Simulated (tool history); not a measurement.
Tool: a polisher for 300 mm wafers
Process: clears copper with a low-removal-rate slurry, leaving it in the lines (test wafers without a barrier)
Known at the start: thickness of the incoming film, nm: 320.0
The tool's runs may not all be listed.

run  hour  flow of slurry (ml/min)  pressure of the wafer on the pad (kPa)  speed of the pad under the wafer (m/s)  abrasive content of the slurry  overpolish time after the end point (s)  time until the end point was called (s)  dishing of a wide line in a test structure (Å)
  1   0.0                      125                                    24.8                                    1.02                             1.0                                       22                                   89.776                                          314.73
  2   7.0                      120                                    22.8                                    1.02                             1.0                                       26                                   97.579                                          321.76
  3  11.4                      120                                    22.8                                    0.94                             1.0                                       26                                  105.610                                          308.26
  4  14.8                      115                                    21.4                                    0.94                             1.0                                       29                                  116.240                                          324.36
  5  21.1                      110                                    20.7                                    0.94                             1.0                                       30                                  117.830                                          320.53
  6  24.0                      110                                    20.7                                    0.78                             1.0                                       30                                  142.410                                          299.12
  7  24.6                      115                                    20.7                                    0.78                             1.0                                       31                                  139.840                                          306.40

Run 8 comes next. What will it give?
  8  33.0                      120                                    20.7                                    0.78                             1.0                                       32                                        ?                                               ?

time until the end point was called (s): 140.300
dishing of a wide line in a test structure (Å): 306.33
